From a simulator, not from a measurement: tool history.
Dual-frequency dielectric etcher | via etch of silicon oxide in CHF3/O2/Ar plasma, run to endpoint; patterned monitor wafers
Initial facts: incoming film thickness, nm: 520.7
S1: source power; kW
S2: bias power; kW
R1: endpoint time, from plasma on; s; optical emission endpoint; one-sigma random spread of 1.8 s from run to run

Run 1, hour 0: S1 0.83 kW, S2 0.232 kW. Result: R1 207.94 s.
Run 2, hour 9: S1 0.83 kW, S2 0.267 kW. Result: R1 196.46 s.
Run 3, hour 16.4: S1 0.71 kW, S2 0.267 kW. Result: R1 208.62 s.
Run 4, hour 19.2: S1 0.68 kW, S2 0.262 kW. Result: R1 211.68 s.
Run 5, hour 23.2: S1 0.68 kW, S2 0.298 kW. Result: R1 203.71 s.
Run 6, hour 28.6: S1 0.68 kW, S2 0.32 kW. Result: R1 197.65 s.
Run 7, hour 32: S1 0.65 kW, S2 0.306 kW. Result: R1 203.89 s.

The next listed run, before its measurement:
Run 8, hour 37.1: S1 0.63 kW, S2 0.294 kW. Result: R1 ?.

R1: 206.5 s

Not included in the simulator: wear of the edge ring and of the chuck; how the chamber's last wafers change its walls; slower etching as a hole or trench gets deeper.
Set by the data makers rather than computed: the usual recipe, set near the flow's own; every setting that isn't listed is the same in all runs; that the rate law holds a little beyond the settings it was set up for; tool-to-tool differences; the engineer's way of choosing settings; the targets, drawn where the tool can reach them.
